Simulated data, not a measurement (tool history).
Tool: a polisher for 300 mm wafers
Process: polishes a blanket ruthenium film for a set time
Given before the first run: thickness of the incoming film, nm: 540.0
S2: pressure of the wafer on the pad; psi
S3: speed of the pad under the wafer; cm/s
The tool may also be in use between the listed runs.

Run 1, hour 0.0: flow of slurry (ml/min) 295, S2 2.0 psi, S3 106 cm/s, polishing time (s) 49. Result: film removed (Å) 654.77.
Run 2, hour 7.0: flow of slurry (ml/min) 295, S2 2.0 psi, S3 106 cm/s, polishing time (s) 49. Result: film removed (Å) 645.76.
Run 3, hour 11.3: flow of slurry (ml/min) 295, S2 1.9 psi, S3 104 cm/s, polishing time (s) 49. Result: film removed (Å) 605.74.
Run 4, hour 13.8: flow of slurry (ml/min) 295, S2 1.8 psi, S3 102 cm/s, polishing time (s) 49. Result: film removed (Å) 576.22.
Run 5, hour 18.9: flow of slurry (ml/min) 295, S2 1.8 psi, S3 78 cm/s, polishing time (s) 49. Result: film removed (Å) 442.13.
Run 6, hour 22.2: flow of slurry (ml/min) 295, S2 1.7 psi, S3 78 cm/s, polishing time (s) 49. Result: film removed (Å) 412.94.

The next listed run, before its measurement:
Run 7, hour 28.6: flow of slurry (ml/min) 295, S2 1.6 psi, S3 78 cm/s, polishing time (s) 49. Result: film removed (Å) ?.

{"run 7": {"film removed (Å)": 400.07}}

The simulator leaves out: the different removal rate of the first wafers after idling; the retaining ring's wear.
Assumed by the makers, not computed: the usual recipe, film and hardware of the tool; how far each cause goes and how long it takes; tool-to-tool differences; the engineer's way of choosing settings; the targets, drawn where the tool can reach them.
